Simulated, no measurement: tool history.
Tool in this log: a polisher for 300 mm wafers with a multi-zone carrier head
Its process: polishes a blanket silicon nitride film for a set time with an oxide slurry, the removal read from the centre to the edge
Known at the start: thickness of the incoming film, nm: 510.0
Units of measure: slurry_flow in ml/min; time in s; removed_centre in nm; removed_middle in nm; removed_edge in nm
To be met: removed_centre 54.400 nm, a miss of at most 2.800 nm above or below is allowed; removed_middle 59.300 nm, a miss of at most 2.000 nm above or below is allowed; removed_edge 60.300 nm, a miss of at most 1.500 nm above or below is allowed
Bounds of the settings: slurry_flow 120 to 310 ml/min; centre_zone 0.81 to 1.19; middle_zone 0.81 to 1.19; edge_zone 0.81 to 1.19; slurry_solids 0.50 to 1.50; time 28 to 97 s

run	day	slurry_flow	centre_zone	middle_zone	edge_zone	slurry_solids	time	removed_centre	removed_middle	removed_edge
1	0.000	200	1.00	1.00	1.00	1.00	62	73.031	71.996	73.501
2	0.054	200	1.00	1.00	1.00	0.80	62	62.917	59.292	60.998
3	0.192	200	1.00	1.00	1.00	0.90	62	68.848	67.222	68.530
4	0.492	190	0.97	0.99	0.98	0.90	62	67.274	65.304	68.079
5	0.633	190	1.00	0.99	0.98	0.90	62	67.342	65.596	67.592
6	0.829	160	1.00	0.99	0.98	0.90	62	67.040	63.314	66.609
7	1.183	160	1.00	0.99	0.98	0.90	62	66.885	64.017	66.491
8	1.538	160	0.97	1.00	0.98	0.85	62	61.289	61.907	63.294
9	1.779	155	0.96	1.00	0.98	0.85	62	62.407	62.092	63.134
10	1.858	150	0.93	1.00	0.99	0.85	62	59.011	61.440	62.892
11	1.979	145	0.92	1.00	0.99	0.85	62	59.624	61.497	63.008
12	2.304	140	0.83	0.99	0.95	0.80	62	50.064	56.608	57.847

Which of these 5 next moves meets every target?
A	2.629	135	0.96	1.05	0.91	0.75	65	?	?	?
B	2.629	220	0.89	1.02	1.03	0.90	54	?	?	?
C	2.629	180	0.84	1.04	0.98	0.85	55	?	?	?
D	2.629	165	0.81	0.94	1.03	0.80	64	?	?	?
E	2.629	165	0.88	1.01	0.84	0.75	64	?	?	?

move	removed_centre	removed_middle	removed_edge
A	56.302	59.028	55.507
B	54.847	60.112	60.201
C	48.961	58.003	56.175
D	51.335	58.062	62.913
E	52.422	57.894	53.949
A: further off than the last run
B: every result within its allowed miss
C: further off than the last run
D: pushes the last run's worst result past its target
E: further off than the last run
The right move is B.
